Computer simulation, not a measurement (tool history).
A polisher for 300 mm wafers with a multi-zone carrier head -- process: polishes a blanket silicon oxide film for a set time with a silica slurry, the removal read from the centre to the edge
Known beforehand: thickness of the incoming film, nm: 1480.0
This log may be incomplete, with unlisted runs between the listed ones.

run  hour  flow of slurry (ml/min)  pressure of the head's centre zone  pressure of the head's middle zone  pressure of the head's edge zone  abrasive content of the slurry  polishing time (s)  film removed at the wafer's centre (nm)  film removed at mid-radius (nm)  film removed at the wafer's edge (nm)
  1   0.0                      300                                1.00                                1.00                              1.00                            1.00                  47                                   117.92                           120.89                                 115.07
  2   8.1                      300                                1.00                                1.00                              1.03                            1.00                  47                                   119.40                           121.15                                 117.74
  3   8.9                      360                                1.00                                1.00                              1.03                            1.00                  47                                   119.33                           122.28                                 119.75
  4  16.2                      360                                1.00                                1.07                              1.03                            1.00                  47                                   120.68                           129.60                                 123.00
  5  24.8                      360                                0.98                                1.07                              1.02                            0.95                  46                                   111.36                           124.56                                 116.00
  6  25.5                      330                                0.98                                1.07                              1.02                            0.95                  46                                   111.97                           124.11                                 114.28

Run 7 comes next. What will it give?
  7  27.0                      330                                0.98                                1.07                              1.02                            0.95                  46                                        ?                                ?                                      ?

film removed at the wafer's centre (nm): 114.05
film removed at mid-radius (nm): 124.41
film removed at the wafer's edge (nm): 112.47
